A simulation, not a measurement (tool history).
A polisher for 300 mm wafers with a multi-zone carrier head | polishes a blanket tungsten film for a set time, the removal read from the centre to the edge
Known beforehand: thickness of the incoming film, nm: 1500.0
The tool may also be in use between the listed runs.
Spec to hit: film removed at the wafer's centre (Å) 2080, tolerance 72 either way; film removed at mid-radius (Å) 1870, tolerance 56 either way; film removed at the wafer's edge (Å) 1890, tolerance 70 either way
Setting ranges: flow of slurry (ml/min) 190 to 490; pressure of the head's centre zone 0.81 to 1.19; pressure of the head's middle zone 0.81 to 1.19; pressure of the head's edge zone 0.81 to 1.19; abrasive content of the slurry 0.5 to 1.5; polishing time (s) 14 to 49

run,day,flow of slurry (ml/min),pressure of the head's centre zone,pressure of the head's middle zone,pressure of the head's edge zone,abrasive content of the slurry,polishing time (s),film removed at the wafer's centre (Å),film removed at mid-radius (Å),film removed at the wafer's edge (Å)
1,0,315,1,1,1,1,31,1354.1,1482.1,1410.7
2,0.35,315,1,1.08,1,1,31,1396.6,1561.6,1421.2
3,0.658,315,1,1.08,1,1,27,1196.4,1373.5,1234.8
4,0.683,320,1.04,1.07,1.04,1.1,29,1391.7,1486.8,1364.7
5,1.033,320,1.06,1.05,1.07,1.2,31,1518.9,1605,1509.9
6,1.346,320,1.06,1.05,1.07,1.05,31,1488.3,1539.3,1477.3
7,1.704,325,1.09,1.04,1.09,1.15,32,1604.5,1621.3,1577.2
8,1.975,335,1.11,1.03,1.1,1.25,33,1751.5,1690,1650.5
9,2.008,335,1.12,1.03,1.12,1.3,33,1772,1677.8,1714.9
10,2.367,345,1.14,1.04,1.13,1.35,33,1797,1738.8,1742.8

Consider the 4 candidate settings below. Which is the only one whose results all fall within their allowed miss of target?
A,2.725,395,1.18,1,1.1,1.5,35,?,?,?
B,2.725,350,1.14,1.07,1.05,1.1,36,?,?,?
C,2.725,310,1.14,1.08,1.04,1.3,38,?,?,?
D,2.725,360,1.19,0.96,1.04,1.35,38,?,?,?

move,film removed at the wafer's centre (Å),film removed at mid-radius (Å),film removed at the wafer's edge (Å)
A,2070.5,1879.9,1884.2
B,1889.3,1882.4,1742.1
C,2051,2062.1,1888.9
D,2191.3,1908.3,1928.9
A: each result inside its tolerance
B: nearer the targets than the last run, but a result is still out of spec
C: the worst result of the last run now meets its target, but another is out of spec
D: takes the result that was furthest off past its target
Move A is the one to make.
